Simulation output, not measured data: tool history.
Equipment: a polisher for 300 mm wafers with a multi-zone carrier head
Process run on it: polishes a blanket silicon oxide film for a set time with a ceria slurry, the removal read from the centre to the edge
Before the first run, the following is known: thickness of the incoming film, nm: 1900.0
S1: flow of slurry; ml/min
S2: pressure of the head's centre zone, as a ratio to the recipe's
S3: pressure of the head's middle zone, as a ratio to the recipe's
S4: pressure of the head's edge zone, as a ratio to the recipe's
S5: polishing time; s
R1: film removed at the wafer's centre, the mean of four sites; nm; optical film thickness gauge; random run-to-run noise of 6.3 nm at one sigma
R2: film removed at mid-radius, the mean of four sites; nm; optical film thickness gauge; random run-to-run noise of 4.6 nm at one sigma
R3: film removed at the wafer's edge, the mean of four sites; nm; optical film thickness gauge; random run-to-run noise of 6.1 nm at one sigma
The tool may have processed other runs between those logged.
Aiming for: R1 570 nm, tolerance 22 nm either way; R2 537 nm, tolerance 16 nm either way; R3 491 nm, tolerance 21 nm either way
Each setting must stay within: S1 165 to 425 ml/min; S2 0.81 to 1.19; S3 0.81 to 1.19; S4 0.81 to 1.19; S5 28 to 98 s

run	hour	S1	S2	S3	S4	S5	R1	R2	R3
1	0	275	1	1	1	63	398.67	413.75	408.32
2	5.3	285	1.05	1.03	1.02	66	446.71	442.71	438.03
3	10.8	285	1.05	1.03	1.02	76	510.32	516.26	495.09
4	14.7	295	1.07	1.04	1.01	76	518.28	517.86	505.64
5	18.1	295	1.07	1.04	1.01	68	466.88	459.92	446.05
6	24.6	300	1.1	1.07	1.02	69	493.27	484.61	453.55
7	31.7	305	1.12	1.09	1.04	70	503.42	487.51	470.49
# hour 36.4: centre zone pressure recalibrated
8	36.4	325	1.19	1.16	0.97	75	612.79	569.47	486.72
9	44.5	315	1.18	1.14	0.98	75	610.4	553.49	497.87
10	46.9	310	1.17	1.13	0.98	75	608.91	547.24	501.53
11	52.4	310	1.16	1.13	0.98	75	595.23	555.75	481.01

Exactly one of the 5 candidate moves below puts every result within its allowed miss. Which one?
A	57.9	330	1.09	1.14	0.9	80	?	?	?
B	57.9	270	1.16	1.19	0.93	78	?	?	?
C	57.9	185	1.1	1.06	0.93	81	?	?	?
D	57.9	350	1.14	1.15	0.99	78	?	?	?
E	57.9	335	1.05	1.15	1.08	71	?	?	?

move	R1	R2	R3
A	601.42	587.19	512.6
B	613.17	583.32	500.75
C	578.56	530.69	506.61
D	616.54	579	524.36
E	514.73	525.49	496.88
A: its largest miss is bigger than the last run's
B: its largest miss is bigger than the last run's
C: every result lands within tolerance
D: its largest miss is bigger than the last run's
E: corrects the largest miss of the last run, while another result sits out of spec
The move that meets every target is C.

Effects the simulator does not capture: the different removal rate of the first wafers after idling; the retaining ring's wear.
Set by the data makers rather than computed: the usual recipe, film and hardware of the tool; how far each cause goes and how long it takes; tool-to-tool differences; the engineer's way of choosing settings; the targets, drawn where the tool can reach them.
